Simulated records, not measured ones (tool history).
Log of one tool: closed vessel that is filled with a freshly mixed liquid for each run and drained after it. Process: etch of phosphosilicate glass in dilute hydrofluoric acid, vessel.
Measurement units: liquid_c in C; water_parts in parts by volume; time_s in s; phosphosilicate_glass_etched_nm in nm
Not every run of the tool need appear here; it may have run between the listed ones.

run,hour,liquid_c,water_parts,time_s,phosphosilicate_glass_etched_nm
1,0.0,25.0,150,100,101.760
2,6.8,24.5,150,100,99.864
3,14.3,24.5,150,100,99.249
4,21.1,24.5,115,100,135.720
5,23.2,27.5,115,100,152.900
6,26.4,26.0,115,100,143.970
7,34.1,25.0,115,100,137.950
8,35.1,24.0,115,100,132.920
9,41.1,23.0,115,100,127.890
10,44.2,22.0,115,100,122.860
11,52.1,22.0,115,100,122.450
12,58.2,21.5,115,100,120.670
13,61.0,21.0,115,100,117.840
14,63.0,20.5,115,100,115.270
15,63.7,20.0,115,100,113.250

For run 16, what comes out?
16,66.7,19.5,115,100,?

{"run 16": {"phosphosilicate_glass_etched_nm": 111.11}}
